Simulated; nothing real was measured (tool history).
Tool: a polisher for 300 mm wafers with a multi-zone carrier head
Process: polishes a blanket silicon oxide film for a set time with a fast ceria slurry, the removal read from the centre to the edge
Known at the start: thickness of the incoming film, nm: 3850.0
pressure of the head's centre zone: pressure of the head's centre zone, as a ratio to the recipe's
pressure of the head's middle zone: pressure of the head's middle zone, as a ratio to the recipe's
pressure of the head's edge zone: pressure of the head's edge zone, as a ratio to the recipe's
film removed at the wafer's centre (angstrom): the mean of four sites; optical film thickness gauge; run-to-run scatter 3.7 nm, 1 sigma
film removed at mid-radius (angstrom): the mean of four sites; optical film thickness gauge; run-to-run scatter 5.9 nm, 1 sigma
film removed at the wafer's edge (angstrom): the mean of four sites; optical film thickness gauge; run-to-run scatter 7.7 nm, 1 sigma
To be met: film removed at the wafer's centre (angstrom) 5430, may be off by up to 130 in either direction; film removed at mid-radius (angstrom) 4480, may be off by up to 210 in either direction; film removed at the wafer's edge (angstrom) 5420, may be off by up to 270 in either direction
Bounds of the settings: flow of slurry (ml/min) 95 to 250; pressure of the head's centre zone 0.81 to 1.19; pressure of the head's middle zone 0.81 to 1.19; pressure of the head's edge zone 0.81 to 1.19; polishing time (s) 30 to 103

run  hour  flow of slurry (ml/min)  pressure of the head's centre zone  pressure of the head's middle zone  pressure of the head's edge zone  polishing time (s)  film removed at the wafer's centre (angstrom)  film removed at mid-radius (angstrom)  film removed at the wafer's edge (angstrom)
  1     0                      160                                   1                                   1                                 1                  66                                         6075.4                                 6288.7                                       5957.2
  2   6.6                      145                                   1                                   1                                 1                  66                                         6010.4                                 6086.4                                       5848.3
  3   8.5                      145                                   1                                   1                              1.08                  66                                           5990                                 5980.4                                         6113
  4  11.6                      145                                   1                                   1                              1.08                  80                                         7251.4                                 7393.4                                       7282.5
  5  15.9                      145                                   1                                   1                              1.08                  66                                         5995.1                                 6083.9                                       6087.6
     21.6  -- edge zone pressure recalibrated
  6  21.6                      145                                   1                                   1                              1.08                  58                                         5288.1                                 5336.5                                       5543.5
  7  30.2                      140                                1.01                                0.98                              1.08                  58                                         5286.5                                   5227                                       5477.6
  8    35                      140                                1.02                                0.95                              1.08                  58                                         5361.4                                 5002.3                                       5471.8

Of the 5 settings listed for the next run, only one would bring every result within its allowed miss of target. Which one?
  A  39.8                      120                                1.01                                0.92                              1.09                  62                                              ?                                      ?                                            ?
  B  39.8                      135                                1.06                                0.98                              1.07                  58                                              ?                                      ?                                            ?
  C  39.8                      175                                1.07                                0.97                              1.07                  55                                              ?                                      ?                                            ?
  D  39.8                      170                                1.02                                0.81                              1.03                  57                                              ?                                      ?                                            ?
  E  39.8                      140                                1.01                                1.03                              1.01                  59                                              ?                                      ?                                            ?

move  film removed at the wafer's centre (angstrom)  film removed at mid-radius (angstrom)  film removed at the wafer's edge (angstrom)
   A                                         5472.7                                 5104.7                                       5713.5
   B                                         5557.9                                 5182.1                                       5400.4
   C                                         5641.8                                 5132.4                                       5317.8
   D                                         5533.7                                   4560                                       5399.6
   E                                         5437.4                                 5545.2                                       5367.4
A: moves away from the targets compared with the last run
B: moves away from the targets compared with the last run
C: moves away from the targets compared with the last run
D: all results land within tolerance of their targets
E: moves away from the targets compared with the last run
The move that meets every target is D.

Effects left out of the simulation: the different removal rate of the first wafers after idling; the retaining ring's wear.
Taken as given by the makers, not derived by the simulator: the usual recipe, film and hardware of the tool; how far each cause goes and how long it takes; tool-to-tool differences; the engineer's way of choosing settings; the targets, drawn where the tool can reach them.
